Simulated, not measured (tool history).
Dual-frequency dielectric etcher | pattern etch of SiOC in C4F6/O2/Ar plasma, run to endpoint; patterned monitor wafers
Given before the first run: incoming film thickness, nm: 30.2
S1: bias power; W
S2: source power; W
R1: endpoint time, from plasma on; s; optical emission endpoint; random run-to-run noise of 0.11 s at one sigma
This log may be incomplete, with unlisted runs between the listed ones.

{"run": 1, "hour": 0.0, "S1": 447, "S2": 350, "R1": 12.706}
{"run": 2, "hour": 8.8, "S1": 447, "S2": 370, "R1": 12.479}
{"run": 3, "hour": 15.1, "S1": 423, "S2": 360, "R1": 12.685}
{"run": 4, "hour": 17.5, "S1": 348, "S2": 360, "R1": 13.5}
{"run": 5, "hour": 20.7, "S1": 348, "S2": 420, "R1": 12.848}
{"run": 6, "hour": 25.7, "S1": 348, "S2": 440, "R1": 12.682}

Run 7 has not been measured yet. What should we expect?
{"run": 7, "hour": 29.1, "S1": 335, "S2": 420, "R1": "?"}

{"run 7": {"R1": 13.051}}
